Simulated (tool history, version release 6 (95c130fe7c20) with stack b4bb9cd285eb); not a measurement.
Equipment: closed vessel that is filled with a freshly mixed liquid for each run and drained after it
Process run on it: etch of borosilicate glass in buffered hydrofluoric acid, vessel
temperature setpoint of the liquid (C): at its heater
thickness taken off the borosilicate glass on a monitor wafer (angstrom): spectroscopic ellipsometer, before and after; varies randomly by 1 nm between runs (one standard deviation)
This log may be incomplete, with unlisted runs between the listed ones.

run,hour,temperature setpoint of the liquid (C),parts of 40 % ammonium fluoride to one part of 49 % hydrofluoric acid (parts by volume),time in the liquid (s),thickness taken off the borosilicate glass on a monitor wafer (angstrom)
1,0,20,20.5,180,706.23
2,4.5,20,20.5,180,700.71
3,13.1,21.5,20.5,180,771.8
4,15.4,21.5,16.5,180,927.2
# hour 19.9: thermometer replaced
5,19.9,25,16.5,180,1280
6,22.2,25,16.5,180,1281.4

Run 7 has not been measured yet. What should we expect?
7,26.3,24.5,16.5,180,?

thickness taken off the borosilicate glass on a monitor wafer (angstrom): 1248.4
